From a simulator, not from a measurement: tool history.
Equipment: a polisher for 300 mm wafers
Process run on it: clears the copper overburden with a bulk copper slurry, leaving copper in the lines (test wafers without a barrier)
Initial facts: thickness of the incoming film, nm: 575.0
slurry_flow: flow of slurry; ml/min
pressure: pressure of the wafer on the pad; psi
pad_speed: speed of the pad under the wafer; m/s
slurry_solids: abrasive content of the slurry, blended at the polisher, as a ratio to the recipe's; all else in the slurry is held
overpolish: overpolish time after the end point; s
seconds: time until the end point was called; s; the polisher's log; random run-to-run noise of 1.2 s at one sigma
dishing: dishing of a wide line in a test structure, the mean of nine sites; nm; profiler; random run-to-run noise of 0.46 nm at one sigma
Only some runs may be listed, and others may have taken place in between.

Run 1, hour 0.0: slurry_flow 170 ml/min, pressure 2.9 psi, pad_speed 0.88 m/s, slurry_solids 1.00, overpolish 17 s. Result: seconds 75.855 s, dishing 85.664 nm.
Run 2, hour 0.9: slurry_flow 175 ml/min, pressure 2.4 psi, pad_speed 1.00 m/s, slurry_solids 1.05, overpolish 13 s. Result: seconds 76.378 s, dishing 66.685 nm.
Run 3, hour 2.0: slurry_flow 195 ml/min, pressure 2.0 psi, pad_speed 1.06 m/s, slurry_solids 1.20, overpolish 10 s. Result: seconds 86.638 s, dishing 50.302 nm.
Run 4, hour 5.5: slurry_flow 220 ml/min, pressure 1.8 psi, pad_speed 1.16 m/s, slurry_solids 1.30, overpolish 8 s. Result: seconds 83.874 s, dishing 41.974 nm.
Run 5, hour 7.7: slurry_flow 260 ml/min, pressure 1.8 psi, pad_speed 1.16 m/s, slurry_solids 1.30, overpolish 8 s. Result: seconds 79.192 s, dishing 41.856 nm.
Run 6, hour 12.6: slurry_flow 260 ml/min, pressure 1.8 psi, pad_speed 1.16 m/s, slurry_solids 1.30, overpolish 5 s. Result: seconds 83.238 s, dishing 27.750 nm.
Run 7, hour 14.4: slurry_flow 250 ml/min, pressure 2.1 psi, pad_speed 1.16 m/s, slurry_solids 1.30, overpolish 5 s. Result: seconds 67.380 s, dishing 32.342 nm.
Run 8, hour 19.7: slurry_flow 245 ml/min, pressure 2.1 psi, pad_speed 1.16 m/s, slurry_solids 1.30, overpolish 5 s. Result: seconds 68.673 s, dishing 31.961 nm.
Run 9, hour 26.6: slurry_flow 245 ml/min, pressure 2.4 psi, pad_speed 1.16 m/s, slurry_solids 1.30, overpolish 6 s. Result: seconds 61.095 s, dishing 42.327 nm.
Run 10, hour 27.9: slurry_flow 250 ml/min, pressure 2.4 psi, pad_speed 1.16 m/s, slurry_solids 1.25, overpolish 6 s. Result: seconds 63.458 s, dishing 41.641 nm.
Run 11, hour 35.4: slurry_flow 250 ml/min, pressure 2.4 psi, pad_speed 1.16 m/s, slurry_solids 1.30, overpolish 6 s. Result: seconds 61.875 s, dishing 41.279 nm.
Run 12, hour 43.0: slurry_flow 255 ml/min, pressure 2.4 psi, pad_speed 1.16 m/s, slurry_solids 1.25, overpolish 6 s. Result: seconds 63.067 s, dishing 41.065 nm.
Run 13, hour 51.0: slurry_flow 255 ml/min, pressure 2.4 psi, pad_speed 1.16 m/s, slurry_solids 1.30, overpolish 6 s. Result: seconds 61.829 s, dishing 42.484 nm.
Run 14, hour 54.6: slurry_flow 260 ml/min, pressure 2.4 psi, pad_speed 1.18 m/s, slurry_solids 1.20, overpolish 6 s. Result: seconds 62.061 s, dishing 42.191 nm.
Run 15, hour 56.7: slurry_flow 260 ml/min, pressure 2.4 psi, pad_speed 1.18 m/s, slurry_solids 1.25, overpolish 6 s. Result: seconds 60.174 s, dishing 41.722 nm.
Run 16, hour 57.7: slurry_flow 260 ml/min, pressure 2.3 psi, pad_speed 1.18 m/s, slurry_solids 1.30, overpolish 6 s. Result: seconds 62.756 s, dishing 40.192 nm.
Run 17, hour 61.8: slurry_flow 260 ml/min, pressure 2.3 psi, pad_speed 1.18 m/s, slurry_solids 1.35, overpolish 6 s. Result: seconds 62.350 s, dishing 41.323 nm.
Run 18, hour 65.6: slurry_flow 260 ml/min, pressure 2.3 psi, pad_speed 1.18 m/s, slurry_solids 1.25, overpolish 6 s. Result: seconds 64.011 s, dishing 41.373 nm.
Run 19, hour 71.4: slurry_flow 260 ml/min, pressure 2.3 psi, pad_speed 1.18 m/s, slurry_solids 1.30, overpolish 6 s. Result: seconds 62.078 s, dishing 40.723 nm.
At hour 74.0: worn pad replaced by a new one.
Run 20, hour 74.0: slurry_flow 260 ml/min, pressure 2.3 psi, pad_speed 1.18 m/s, slurry_solids 1.35, overpolish 6 s. Result: seconds 54.714 s, dishing 45.254 nm.

Run 21 has not been measured yet. What should we expect?
Run 21, hour 80.1: slurry_flow 260 ml/min, pressure 2.2 psi, pad_speed 1.18 m/s, slurry_solids 1.35, overpolish 6 s. Result: seconds ?, dishing ?.

Run 21 produced seconds 58.191 s, dishing 44.487 nm.
